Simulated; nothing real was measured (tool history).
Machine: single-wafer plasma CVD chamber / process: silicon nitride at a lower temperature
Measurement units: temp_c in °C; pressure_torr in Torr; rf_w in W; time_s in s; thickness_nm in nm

run  hour  temp_c  pressure_torr  rf_w  time_s  thickness_nm
  1   0.0     370           1.38   230    14.6        12.947
  2   7.7     370           1.38   210    14.6        12.113
  3  11.4     363           1.38   210    14.6        12.035
  4  13.2     363           1.29   210    14.6        11.864
  5  21.2     363           1.22   205    14.6        11.506
  6  29.5     363           1.16   205    14.6        11.404
  7  31.1     363           1.11   205    14.6        11.210
  8  33.9     363           1.07   205    14.6        11.091
  9  37.3     363           1.04   205    14.6        11.058
 10  41.9     363           1.01   205    14.6        10.979

Estimate the outcome of run 11 from the log above:
 11  43.5     363           0.99   205    14.6             ?

thickness_nm: 10.940 nm
